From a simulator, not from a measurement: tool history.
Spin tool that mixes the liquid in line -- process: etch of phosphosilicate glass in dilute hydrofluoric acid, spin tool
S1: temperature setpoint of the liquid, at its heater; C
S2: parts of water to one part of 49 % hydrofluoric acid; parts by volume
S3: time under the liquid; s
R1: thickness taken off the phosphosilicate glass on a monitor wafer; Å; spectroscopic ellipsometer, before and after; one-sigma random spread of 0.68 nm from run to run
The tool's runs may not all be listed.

run	hour	S1	S2	S3	R1
1	0	26	180	70	300.25
2	1.1	26	125	70	457.75
3	9.2	26	125	55	355.62
4	13.5	29	125	55	396.42
5	18.6	31	125	55	432.23
6	20.7	32	100	55	578.74
7	27.4	32.5	90	55	654.29

For run 8, what comes out?
8	32.5	34	50	55	?

R1: 1371.5 Å
